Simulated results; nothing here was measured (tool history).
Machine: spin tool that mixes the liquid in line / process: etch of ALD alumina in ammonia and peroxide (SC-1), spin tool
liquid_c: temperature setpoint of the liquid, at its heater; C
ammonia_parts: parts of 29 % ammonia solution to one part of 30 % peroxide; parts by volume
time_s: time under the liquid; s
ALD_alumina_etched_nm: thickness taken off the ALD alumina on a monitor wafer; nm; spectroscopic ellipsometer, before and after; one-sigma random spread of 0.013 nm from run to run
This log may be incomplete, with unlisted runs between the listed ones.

{"run": 1, "hour": 0.0, "liquid_c": 57.0, "ammonia_parts": 0.9, "time_s": 80, "ALD_alumina_etched_nm": 7.3768}
{"run": 2, "hour": 2.1, "liquid_c": 57.0, "ammonia_parts": 1.15, "time_s": 80, "ALD_alumina_etched_nm": 7.5419}
{"run": 3, "hour": 4.4, "liquid_c": 57.0, "ammonia_parts": 1.15, "time_s": 80, "ALD_alumina_etched_nm": 7.4955}
{"run": 4, "hour": 10.1, "liquid_c": 57.0, "ammonia_parts": 1.15, "time_s": 80, "ALD_alumina_etched_nm": 7.5622}
{"run": 5, "hour": 17.0, "liquid_c": 53.5, "ammonia_parts": 1.1, "time_s": 80, "ALD_alumina_etched_nm": 6.2476}
{"run": 6, "hour": 18.2, "liquid_c": 53.5, "ammonia_parts": 1.2, "time_s": 80, "ALD_alumina_etched_nm": 6.3116}
{"run": 7, "hour": 24.0, "liquid_c": 51.0, "ammonia_parts": 1.15, "time_s": 80, "ALD_alumina_etched_nm": 5.4862}
{"run": 8, "hour": 32.9, "liquid_c": 49.0, "ammonia_parts": 1.15, "time_s": 80, "ALD_alumina_etched_nm": 4.8965}
{"run": 9, "hour": 40.1, "liquid_c": 47.5, "ammonia_parts": 1.15, "time_s": 80, "ALD_alumina_etched_nm": 4.5368}

Expected results for the next run?
{"run": 10, "hour": 44.4, "liquid_c": 46.0, "ammonia_parts": 1.15, "time_s": 80, "ALD_alumina_etched_nm": "?"}

Run 10 came out at ALD_alumina_etched_nm 4.1240 nm.
